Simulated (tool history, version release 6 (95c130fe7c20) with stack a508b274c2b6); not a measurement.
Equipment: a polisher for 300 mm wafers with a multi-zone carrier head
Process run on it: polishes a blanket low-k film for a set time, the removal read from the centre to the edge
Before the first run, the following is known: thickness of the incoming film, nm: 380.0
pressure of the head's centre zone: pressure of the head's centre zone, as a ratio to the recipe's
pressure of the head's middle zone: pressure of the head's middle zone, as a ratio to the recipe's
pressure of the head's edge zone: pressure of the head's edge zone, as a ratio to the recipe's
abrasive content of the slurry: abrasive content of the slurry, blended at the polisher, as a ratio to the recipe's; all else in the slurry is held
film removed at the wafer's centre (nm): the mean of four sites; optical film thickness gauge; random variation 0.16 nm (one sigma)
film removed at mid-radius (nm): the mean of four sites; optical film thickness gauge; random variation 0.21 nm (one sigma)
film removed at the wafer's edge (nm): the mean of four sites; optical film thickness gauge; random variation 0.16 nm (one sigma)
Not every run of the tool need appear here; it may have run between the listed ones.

run	hour	flow of slurry (ml/min)	pressure of the head's centre zone	pressure of the head's middle zone	pressure of the head's edge zone	abrasive content of the slurry	polishing time (s)	film removed at the wafer's centre (nm)	film removed at mid-radius (nm)	film removed at the wafer's edge (nm)
1	0.0	190	1.00	1.00	1.00	1.00	41	11.511	11.272	11.574
2	0.8	190	1.00	0.94	1.00	1.00	41	11.763	10.375	11.301
3	6.9	150	1.00	0.94	1.00	1.00	41	10.975	10.045	11.106
4	10.2	175	1.04	1.00	1.01	1.05	41	12.229	11.103	11.530
5	19.1	175	1.10	1.00	1.01	1.05	41	13.114	11.162	11.612
6	23.4	175	1.10	1.00	0.94	1.05	41	12.892	11.348	11.327

Run 7, settings as shown, results not yet in. Your forecast:
7	31.7	190	1.10	1.04	0.96	1.10	41	?	?	?

{"run 7": {"film removed at the wafer's centre (nm)": 13.289, "film removed at mid-radius (nm)": 12.098, "film removed at the wafer's edge (nm)": 11.711}}
